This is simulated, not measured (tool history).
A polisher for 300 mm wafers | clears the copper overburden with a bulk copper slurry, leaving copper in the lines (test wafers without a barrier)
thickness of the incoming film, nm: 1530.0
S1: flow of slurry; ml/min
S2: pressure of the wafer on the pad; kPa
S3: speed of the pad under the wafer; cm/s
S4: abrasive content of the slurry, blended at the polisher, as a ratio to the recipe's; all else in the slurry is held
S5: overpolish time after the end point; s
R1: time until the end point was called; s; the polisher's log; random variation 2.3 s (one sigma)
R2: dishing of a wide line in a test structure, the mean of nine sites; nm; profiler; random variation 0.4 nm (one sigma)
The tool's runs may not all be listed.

Run 1, hour 0: S1 135 ml/min, S2 20 kPa, S3 132 cm/s, S4 1, S5 13 s. Result: R1 146 s, R2 61.486 nm.
Run 2, hour 2.8: S1 135 ml/min, S2 20 kPa, S3 132 cm/s, S4 1.1, S5 13 s. Result: R1 146.17 s, R2 62.567 nm.
Run 3, hour 9.1: S1 135 ml/min, S2 20 kPa, S3 100 cm/s, S4 1.1, S5 13 s. Result: R1 193.65 s, R2 51.39 nm.
Run 4, hour 10.2: S1 135 ml/min, S2 20 kPa, S3 100 cm/s, S4 1.1, S5 9 s. Result: R1 186.75 s, R2 38.939 nm.
Run 5, hour 16: S1 155 ml/min, S2 19.3 kPa, S3 102 cm/s, S4 0.9, S5 8 s. Result: R1 191.59 s, R2 35.046 nm.
Run 6, hour 21.2: S1 170 ml/min, S2 18.6 kPa, S3 104 cm/s, S4 0.8, S5 7 s. Result: R1 193.45 s, R2 32.235 nm.
Run 7, hour 25.1: S1 180 ml/min, S2 18.6 kPa, S3 104 cm/s, S4 0.7, S5 6 s. Result: R1 197.22 s, R2 26.393 nm.
Run 8, hour 28.2: S1 185 ml/min, S2 19.3 kPa, S3 104 cm/s, S4 0.65, S5 5 s. Result: R1 194.54 s, R2 22.595 nm.
At hour 33.2: slurry nozzle cleaned.
Run 9, hour 33.2: S1 185 ml/min, S2 20 kPa, S3 104 cm/s, S4 0.65, S5 5 s. Result: R1 184.02 s, R2 24.859 nm.
Run 10, hour 38.8: S1 190 ml/min, S2 20 kPa, S3 104 cm/s, S4 0.6, S5 5 s. Result: R1 182.46 s, R2 24.085 nm.
Run 11, hour 42.1: S1 195 ml/min, S2 20 kPa, S3 104 cm/s, S4 0.55, S5 5 s. Result: R1 186.85 s, R2 24.13 nm.
Run 12, hour 45: S1 200 ml/min, S2 20 kPa, S3 108 cm/s, S4 0.55, S5 5 s. Result: R1 182.78 s, R2 25.257 nm.

The next listed run, before its measurement:
Run 13, hour 46.1: S1 185 ml/min, S2 20.7 kPa, S3 106 cm/s, S4 0.55, S5 5 s. Result: R1 ?, R2 ?.

{"run 13": {"R1": 183.97, "R2": 26.024}}
